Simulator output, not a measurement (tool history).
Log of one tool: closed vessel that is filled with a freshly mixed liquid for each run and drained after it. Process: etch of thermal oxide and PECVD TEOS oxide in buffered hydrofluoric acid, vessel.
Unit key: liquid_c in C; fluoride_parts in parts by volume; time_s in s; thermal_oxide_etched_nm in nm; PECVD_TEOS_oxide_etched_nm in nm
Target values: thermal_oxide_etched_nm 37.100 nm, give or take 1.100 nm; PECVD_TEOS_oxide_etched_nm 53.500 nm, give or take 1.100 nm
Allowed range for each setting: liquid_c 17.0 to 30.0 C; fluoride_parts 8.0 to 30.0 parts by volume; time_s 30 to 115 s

run  hour  liquid_c  fluoride_parts  time_s  thermal_oxide_etched_nm  PECVD_TEOS_oxide_etched_nm
  1   0.0      22.0            22.5      60                   27.982                      39.964
  2   7.4      22.0            25.0      60                   26.006                      37.411
  3  13.2      24.5            25.0      60                   29.519                      42.632
  4  14.5      24.5            28.0      60                   27.525                      39.582
  5  15.9      26.0            28.0      60                   29.672                      43.011
  6  18.3      22.5            28.0      60                   24.731                      35.432
  7  26.3      23.5            28.0      60                   25.828                      37.485
  8  30.3      23.5            28.0      60                   26.018                      37.641
  9  37.5      27.5            28.0      60                   32.183                      46.637
 10  43.8      28.0            28.0      60                   33.182                      47.967
 11  49.6      28.5            28.0      60                   34.325                      49.223
 12  56.1      29.5            28.0      60                   36.061                      51.908

Exercise: of the 4 proposed moves below, exactly one satisfies all targets within the stated allowed misses. Which move is it?
  A  62.6      28.5            30.0      65                        ?                           ?
  B  62.6      29.5            25.0      55                        ?                           ?
  C  62.6      27.5            25.5      65                        ?                           ?
  D  62.6      30.0            29.5      65                        ?                           ?

move  thermal_oxide_etched_nm  PECVD_TEOS_oxide_etched_nm
   A                   35.248                      50.199
   B                   35.631                      50.744
   C                   37.331                      53.165
   D                   38.630                      55.015
A: the biggest miss grows against the last run
B: the biggest miss grows against the last run
C: hits every target within its allowed miss
D: pushes the last run's worst result past its target
C is the move that brings every result within its allowed miss.

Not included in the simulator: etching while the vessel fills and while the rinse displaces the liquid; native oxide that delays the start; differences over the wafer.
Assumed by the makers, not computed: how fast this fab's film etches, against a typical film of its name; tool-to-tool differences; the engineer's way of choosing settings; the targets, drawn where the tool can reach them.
